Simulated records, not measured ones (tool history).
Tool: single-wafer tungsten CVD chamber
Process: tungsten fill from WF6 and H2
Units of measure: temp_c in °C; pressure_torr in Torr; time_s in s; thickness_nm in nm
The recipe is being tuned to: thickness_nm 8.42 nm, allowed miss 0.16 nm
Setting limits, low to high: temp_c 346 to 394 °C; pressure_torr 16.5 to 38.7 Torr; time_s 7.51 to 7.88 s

{"run": 1, "hour": 0.0, "temp_c": 370, "pressure_torr": 27.6, "time_s": 7.88, "thickness_nm": 12.075}
{"run": 2, "hour": 1.9, "temp_c": 370, "pressure_torr": 25.7, "time_s": 7.88, "thickness_nm": 11.65}
{"run": 3, "hour": 7.7, "temp_c": 376, "pressure_torr": 25.7, "time_s": 7.88, "thickness_nm": 12.891}
{"run": 4, "hour": 15.4, "temp_c": 372, "pressure_torr": 25.6, "time_s": 7.88, "thickness_nm": 11.948}
{"run": 5, "hour": 17.4, "temp_c": 372, "pressure_torr": 29.4, "time_s": 7.88, "thickness_nm": 13.04}
{"run": 6, "hour": 21.0, "temp_c": 378, "pressure_torr": 29.4, "time_s": 7.88, "thickness_nm": 14.296}
{"run": 7, "hour": 28.0, "temp_c": 373, "pressure_torr": 29.3, "time_s": 7.88, "thickness_nm": 13.222}
{"run": 8, "hour": 35.8, "temp_c": 369, "pressure_torr": 29.2, "time_s": 7.88, "thickness_nm": 12.201}
{"run": 9, "hour": 36.5, "temp_c": 366, "pressure_torr": 29.1, "time_s": 7.88, "thickness_nm": 11.584}
{"run": 10, "hour": 37.1, "temp_c": 363, "pressure_torr": 29, "time_s": 7.88, "thickness_nm": 10.863}
{"run": 11, "hour": 40.7, "temp_c": 361, "pressure_torr": 29, "time_s": 7.88, "thickness_nm": 10.331}
{"run": 12, "hour": 46.5, "temp_c": 359, "pressure_torr": 29, "time_s": 7.88, "thickness_nm": 10.196}
{"run": 13, "hour": 51.4, "temp_c": 347, "pressure_torr": 28.7, "time_s": 7.88, "thickness_nm": 7.9022}
{"run": 14, "hour": 57.6, "temp_c": 348, "pressure_torr": 28.7, "time_s": 7.88, "thickness_nm": 8.05}
{"run": 15, "hour": 63.3, "temp_c": 349, "pressure_torr": 28.7, "time_s": 7.88, "thickness_nm": 8.2296}

Next run, 5 choices. One meets every target within its allowed miss, the rest don't. Which?
{"run": "A", "hour": 69.0, "temp_c": 348, "pressure_torr": 28.9, "time_s": 7.67, "thickness_nm": "?"}
{"run": "B", "hour": 69.0, "temp_c": 348, "pressure_torr": 28.6, "time_s": 7.88, "thickness_nm": "?"}
{"run": "C", "hour": 69.0, "temp_c": 349, "pressure_torr": 28, "time_s": 7.7, "thickness_nm": "?"}
{"run": "D", "hour": 69.0, "temp_c": 348, "pressure_torr": 29.2, "time_s": 7.79, "thickness_nm": "?"}
{"run": "E", "hour": 69.0, "temp_c": 353, "pressure_torr": 26.6, "time_s": 7.8, "thickness_nm": "?"}

move=A thickness_nm=7.8732
move=B thickness_nm=8.0436
move=C thickness_nm=7.9249
move=D thickness_nm=8.0419
move=E thickness_nm=8.4474
A: lands further from the targets than the last run did
B: lands further from the targets than the last run did
C: lands further from the targets than the last run did
D: lands further from the targets than the last run did
E: every result lands within tolerance
Move E is the one to make.

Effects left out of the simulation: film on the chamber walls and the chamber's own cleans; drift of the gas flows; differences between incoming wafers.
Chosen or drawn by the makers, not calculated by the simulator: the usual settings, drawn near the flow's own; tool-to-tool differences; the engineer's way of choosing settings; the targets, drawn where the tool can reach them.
